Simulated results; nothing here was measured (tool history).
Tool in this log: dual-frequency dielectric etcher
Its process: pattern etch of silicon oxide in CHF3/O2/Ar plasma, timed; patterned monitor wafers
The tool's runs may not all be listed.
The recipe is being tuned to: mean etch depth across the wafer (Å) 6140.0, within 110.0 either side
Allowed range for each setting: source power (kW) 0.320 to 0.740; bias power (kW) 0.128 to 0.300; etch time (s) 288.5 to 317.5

run	hour	source power (kW)	bias power (kW)	etch time (s)	mean etch depth across the wafer (Å)
1	0.0	0.530	0.214	317.5	6988.6
2	2.3	0.580	0.214	317.5	7309.0
3	8.8	0.580	0.179	317.5	6945.7
4	13.1	0.580	0.210	317.5	7230.3
5	18.1	0.500	0.210	317.5	6756.0
6	25.6	0.470	0.210	317.5	6561.1
7	33.9	0.460	0.209	317.5	6536.1
8	37.7	0.450	0.208	317.5	6454.0
9	44.0	0.440	0.207	317.5	6390.7
10	52.3	0.430	0.206	317.5	6297.0

Exercise: of the 4 proposed moves below, exactly one satisfies all targets within the stated allowed misses. Which move is it?
A	60.6	0.480	0.206	309.5	?
B	60.6	0.460	0.219	307.5	?
C	60.6	0.430	0.207	309.0	?
D	60.6	0.450	0.220	317.5	?

move	mean etch depth across the wafer (Å)
A	6419.0
B	6361.8
C	6094.9
D	6510.1
A: lands further from the targets than the last run did
B: lands further from the targets than the last run did
C: every result within its allowed miss
D: lands further from the targets than the last run did
Correct choice: C, which meets every target

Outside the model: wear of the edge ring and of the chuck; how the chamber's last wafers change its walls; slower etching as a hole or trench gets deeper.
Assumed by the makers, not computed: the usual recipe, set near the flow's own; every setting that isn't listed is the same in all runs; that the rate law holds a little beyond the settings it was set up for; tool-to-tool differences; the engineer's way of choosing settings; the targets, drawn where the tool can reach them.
